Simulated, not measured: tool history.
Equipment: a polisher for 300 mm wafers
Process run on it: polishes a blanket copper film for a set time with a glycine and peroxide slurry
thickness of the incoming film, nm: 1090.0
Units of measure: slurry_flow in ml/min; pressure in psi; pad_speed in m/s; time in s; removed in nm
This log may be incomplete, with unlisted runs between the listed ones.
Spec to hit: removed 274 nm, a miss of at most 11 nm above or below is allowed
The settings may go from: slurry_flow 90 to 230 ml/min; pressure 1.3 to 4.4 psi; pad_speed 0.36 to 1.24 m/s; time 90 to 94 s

run	day	slurry_flow	pressure	pad_speed	time	removed
1	0	150	2.8	0.8	90	367.38
2	0.338	150	2.6	0.8	90	362.05
3	0.533	115	2.6	0.8	90	350.04
4	0.567	115	2	0.8	90	303.72
5	0.788	115	1.9	0.8	90	300.53
6	1.117	115	1.8	0.8	90	288.81
7	1.279	115	1.8	0.8	90	294.09
8	1.417	115	1.7	0.8	90	292.17

Consider the 4 candidate settings below. Which is the only one whose results all fall within their allowed miss of target?
A	1.554	125	1.8	0.86	94	?
B	1.554	125	1.6	0.9	93	?
C	1.554	140	1.8	0.64	94	?
D	1.554	125	1.4	0.88	93	?

move	removed
A	336.19
B	328.47
C	276.56
D	307.45
A: further off than the last run
B: further off than the last run
C: each result inside its tolerance
D: further off than the last run
Answer: C
